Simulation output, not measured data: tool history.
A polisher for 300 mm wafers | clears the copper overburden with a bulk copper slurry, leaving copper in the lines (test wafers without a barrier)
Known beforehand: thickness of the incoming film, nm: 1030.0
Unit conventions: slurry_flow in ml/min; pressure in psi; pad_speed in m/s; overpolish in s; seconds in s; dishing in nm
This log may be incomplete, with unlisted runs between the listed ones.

run 1 hour=0.0 | slurry_flow=285 pressure=3.5 pad_speed=1.30 slurry_solids=1.00 overpolish=22 | seconds=74.241 dishing=147.360
run 2 hour=2.0 | slurry_flow=245 pressure=3.5 pad_speed=1.30 slurry_solids=1.00 overpolish=22 | seconds=74.944 dishing=141.660
run 3 hour=8.9 | slurry_flow=220 pressure=2.9 pad_speed=1.42 slurry_solids=1.00 overpolish=17 | seconds=83.645 dishing=116.890
run 4 hour=11.9 | slurry_flow=220 pressure=3.4 pad_speed=1.42 slurry_solids=1.00 overpolish=17 | seconds=72.705 dishing=128.470
run 5 hour=12.5 | slurry_flow=220 pressure=2.9 pad_speed=1.42 slurry_solids=1.00 overpolish=17 | seconds=82.854 dishing=116.300
run 6 hour=15.7 | slurry_flow=205 pressure=2.5 pad_speed=1.50 slurry_solids=1.05 overpolish=14 | seconds=92.657 dishing=93.264
run 7 hour=24.4 | slurry_flow=170 pressure=1.6 pad_speed=1.86 slurry_solids=1.30 overpolish=7 | seconds=113.610 dishing=42.082
run 8 hour=31.9 | slurry_flow=210 pressure=1.7 pad_speed=1.86 slurry_solids=1.30 overpolish=7 | seconds=105.160 dishing=48.975

Run 9 comes next. What will it give?
run 9 hour=35.2 | slurry_flow=220 pressure=1.8 pad_speed=1.88 slurry_solids=1.35 overpolish=7 | seconds=? dishing=?

Run 9 came out at seconds 96.941 s, dishing 49.912 nm.

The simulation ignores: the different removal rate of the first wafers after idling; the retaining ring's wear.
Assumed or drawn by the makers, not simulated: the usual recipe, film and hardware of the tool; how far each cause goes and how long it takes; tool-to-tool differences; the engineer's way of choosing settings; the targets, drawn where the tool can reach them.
